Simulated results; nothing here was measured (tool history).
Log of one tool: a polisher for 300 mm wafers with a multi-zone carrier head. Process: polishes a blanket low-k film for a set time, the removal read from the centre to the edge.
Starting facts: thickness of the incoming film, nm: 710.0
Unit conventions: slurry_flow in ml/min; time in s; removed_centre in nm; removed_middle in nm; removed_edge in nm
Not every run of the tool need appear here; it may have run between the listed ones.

run	hour	slurry_flow	centre_zone	middle_zone	edge_zone	slurry_solids	time	removed_centre	removed_middle	removed_edge
1	0.0	205	1.00	1.00	1.00	1.00	59	24.603	24.401	23.639
2	2.2	195	0.97	1.00	1.00	0.95	57	22.545	22.825	22.563
3	4.0	190	0.95	1.01	1.00	0.90	55	20.634	21.552	21.108
4	7.0	190	0.95	1.06	1.00	0.90	55	20.294	22.633	20.843
5	8.2	185	0.93	1.06	1.00	0.85	53	18.859	21.132	19.501
6	11.0	185	0.93	1.06	1.00	0.75	53	17.359	20.097	18.460
7	16.3	140	0.83	0.96	0.91	0.50	48	11.410	13.201	12.964

Estimate the outcome of run 8 from the log above:
8	24.1	145	0.83	0.97	0.93	0.50	48	?	?	?

Run 8 came out at removed_centre 11.668 nm, removed_middle 13.311 nm, removed_edge 12.943 nm.
